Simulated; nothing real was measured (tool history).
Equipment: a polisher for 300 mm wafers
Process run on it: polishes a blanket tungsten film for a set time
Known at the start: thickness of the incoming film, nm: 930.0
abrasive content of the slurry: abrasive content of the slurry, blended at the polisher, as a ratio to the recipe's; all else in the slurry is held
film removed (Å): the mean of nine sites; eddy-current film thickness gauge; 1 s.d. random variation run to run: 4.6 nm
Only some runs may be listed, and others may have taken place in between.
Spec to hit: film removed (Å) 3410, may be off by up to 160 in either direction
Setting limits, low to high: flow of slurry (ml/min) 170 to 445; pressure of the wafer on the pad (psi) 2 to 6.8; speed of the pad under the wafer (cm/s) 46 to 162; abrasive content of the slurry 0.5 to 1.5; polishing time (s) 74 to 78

run  hour  flow of slurry (ml/min)  pressure of the wafer on the pad (psi)  speed of the pad under the wafer (cm/s)  abrasive content of the slurry  polishing time (s)  film removed (Å)
  1     0                      285                                     4.4                                      104                               1                  74            4731.6
  2   7.3                      285                                     3.9                                      104                               1                  74            4273.5
  3  13.2                      285                                     3.6                                      104                               1                  74            4053.4
  4  19.1                      250                                     3.6                                      104                               1                  74            4128.1
  5  20.7                      250                                     3.3                                      104                               1                  74            3843.1
  6  25.1                      250                                     3.3                                      104                            1.15                  74              3987
  7  30.2                      250                                     3.3                                      104                            1.15                  74            3937.9
  8  31.3                      250                                     3.1                                      104                            1.15                  74            3817.2
  9  34.2                      250                                     2.9                                      104                            1.15                  74            3565.1

Pick the move, out of 5, that brings all results within their allowed miss; only one does.
  A  37.1                      290                                     2.4                                      116                            1.15                  78                 ?
  B  37.1                      170                                     2.5                                      106                            1.25                  76                 ?
  C  37.1                      230                                     2.9                                      106                            1.15                  76                 ?
  D  37.1                      260                                       3                                      108                             1.1                  74                 ?
  E  37.1                      260                                     4.5                                       94                             0.9                  74                 ?

move  film removed (Å)
   A            3790.7
   B            3364.4
   C            3769.4
   D            3828.3
   E              4345
A: moves away from the targets compared with the last run
B: in spec on every target
C: moves away from the targets compared with the last run
D: moves away from the targets compared with the last run
E: moves away from the targets compared with the last run
Answer: B

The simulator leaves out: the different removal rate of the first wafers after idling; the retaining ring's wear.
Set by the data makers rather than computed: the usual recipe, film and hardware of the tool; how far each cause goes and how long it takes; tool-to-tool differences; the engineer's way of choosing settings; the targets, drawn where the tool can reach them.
